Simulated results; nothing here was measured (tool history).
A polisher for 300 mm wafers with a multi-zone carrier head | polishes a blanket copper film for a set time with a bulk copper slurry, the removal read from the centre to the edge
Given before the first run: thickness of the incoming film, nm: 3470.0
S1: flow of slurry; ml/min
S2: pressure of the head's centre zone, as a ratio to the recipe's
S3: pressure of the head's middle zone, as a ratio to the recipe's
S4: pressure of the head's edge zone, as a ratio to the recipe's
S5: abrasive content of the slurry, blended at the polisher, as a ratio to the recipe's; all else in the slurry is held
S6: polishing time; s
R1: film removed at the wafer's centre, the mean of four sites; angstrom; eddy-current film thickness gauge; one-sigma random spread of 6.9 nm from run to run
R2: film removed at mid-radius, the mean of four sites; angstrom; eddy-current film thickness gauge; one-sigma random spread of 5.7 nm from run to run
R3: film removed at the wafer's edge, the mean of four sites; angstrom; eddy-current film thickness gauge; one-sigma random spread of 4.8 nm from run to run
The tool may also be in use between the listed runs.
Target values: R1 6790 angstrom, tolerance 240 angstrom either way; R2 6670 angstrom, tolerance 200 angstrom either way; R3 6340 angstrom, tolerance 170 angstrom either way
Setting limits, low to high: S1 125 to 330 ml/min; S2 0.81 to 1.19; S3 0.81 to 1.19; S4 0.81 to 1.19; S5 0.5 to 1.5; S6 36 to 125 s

run	hour	S1	S2	S3	S4	S5	S6	R1	R2	R3
1	0	210	1	1	1	1	80	5663.5	5626.9	5745.7
2	3.6	230	1.03	1.03	1.02	1.05	80	5989.8	5896.4	5956.7
3	10.5	230	1.1	1.03	1.02	1.05	80	6269.9	5926.4	5919.3
4	12.7	245	1.11	1.06	1.03	1.05	80	6380.7	6085.1	6025.3
5	13.6	260	1.12	1.08	1.04	1.05	80	6545.8	6291.5	6004.8
6	20.8	260	1.12	1	1.04	1.05	80	6499.8	5840.6	6032.6
7	22.4	260	1.12	1	1.04	1.05	80	6550.9	5837.8	6141.5
8	25.6	270	1.12	1.03	1.05	1.05	80	6645.9	6040.7	6193.1
9	31.2	280	1.11	1.06	1.05	1.05	80	6554	6256	6151.4
10	38.9	290	1.11	1.07	1.06	1.05	80	6579.6	6254.3	6144.5
11	40	290	1.11	1.07	1.06	1.05	80	6525.7	6255.7	6257.5

Exercise: of the 4 proposed moves below, exactly one satisfies all targets within the stated allowed misses. Which move is it?
A	41.1	220	1.13	1	1.07	1.15	81	?	?	?
B	41.1	290	1.08	1.16	1.05	1.05	86	?	?	?
C	41.1	280	1.1	1.16	1.01	1.05	84	?	?	?
D	41.1	330	1.11	1.1	1.04	1.45	77	?	?	?

move	R1	R2	R3
A	6578.6	5880.9	6224
B	6806.6	7195	6574.5
C	6744.3	7001.2	6282.9
D	6798.3	6671.6	6338.2
A: its largest miss is bigger than the last run's
B: carries the result that was furthest off beyond its target, to the other side
C: carries the result that was furthest off beyond its target, to the other side
D: meets every target
Correct choice: D, which meets every target

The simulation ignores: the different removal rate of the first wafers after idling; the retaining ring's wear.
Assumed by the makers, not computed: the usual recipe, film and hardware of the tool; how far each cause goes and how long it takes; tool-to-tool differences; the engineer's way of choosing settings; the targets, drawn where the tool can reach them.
